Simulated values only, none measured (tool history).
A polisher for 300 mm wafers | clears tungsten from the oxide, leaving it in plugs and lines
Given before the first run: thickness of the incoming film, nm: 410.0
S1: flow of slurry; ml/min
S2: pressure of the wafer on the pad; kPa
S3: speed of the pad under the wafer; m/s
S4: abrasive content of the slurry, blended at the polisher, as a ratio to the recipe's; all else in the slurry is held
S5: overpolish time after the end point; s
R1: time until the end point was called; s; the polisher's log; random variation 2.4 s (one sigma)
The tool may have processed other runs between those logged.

run    day   S1    S2    S3  S4  S5      R1
  1      0  310  29.6     1   1   3  95.843
  2  0.154  310  26.9  0.94   1   3  112.36
  3  0.275  310  26.9  0.94   1   3  112.66
  4  0.446  310  24.8   0.9   1   3  123.11
  5  0.767  310  22.8  0.84   1   3  145.04
  6  1.104  310  21.4  0.82   1   3  157.66
  7  1.475  310  21.4  0.82   1   3  157.23
  8  1.825  310    20   0.8   1   3  172.44

Run 9 is up next; what results do you expect?
  9  2.012  310  18.6  0.8   1   3   ?

Run 9 produced R1 185.04 s.
